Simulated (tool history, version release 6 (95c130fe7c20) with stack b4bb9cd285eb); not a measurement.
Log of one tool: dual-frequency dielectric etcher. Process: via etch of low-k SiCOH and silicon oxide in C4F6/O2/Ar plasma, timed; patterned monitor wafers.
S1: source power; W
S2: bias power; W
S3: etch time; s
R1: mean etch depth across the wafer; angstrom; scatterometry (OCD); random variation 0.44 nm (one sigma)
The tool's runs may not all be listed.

run 1 hour=0 | S1=320 S2=133 S3=82 | R1=1750.7
run 2 hour=1.1 | S1=350 S2=137 S3=82 | R1=1834.6
run 3 hour=9.3 | S1=350 S2=147 S3=82 | R1=1867.9
run 4 hour=13.7 | S1=350 S2=138 S3=82 | R1=1838.7
run 5 hour=14.5 | S1=370 S2=140 S3=82 | R1=1888.5
run 6 hour=23.4 | S1=390 S2=142 S3=82 | R1=1946.2
run 7 hour=24.1 | S1=400 S2=143 S3=82 | R1=1973.8
run 8 hour=30.7 | S1=410 S2=144 S3=82 | R1=2000.5
run 9 hour=31.2 | S1=420 S2=145 S3=82 | R1=2022.1

The next listed run, before its measurement:
run 10 hour=31.9 | S1=430 S2=146 S3=82 | R1=?

{"run 10": {"R1": 2046.2}}

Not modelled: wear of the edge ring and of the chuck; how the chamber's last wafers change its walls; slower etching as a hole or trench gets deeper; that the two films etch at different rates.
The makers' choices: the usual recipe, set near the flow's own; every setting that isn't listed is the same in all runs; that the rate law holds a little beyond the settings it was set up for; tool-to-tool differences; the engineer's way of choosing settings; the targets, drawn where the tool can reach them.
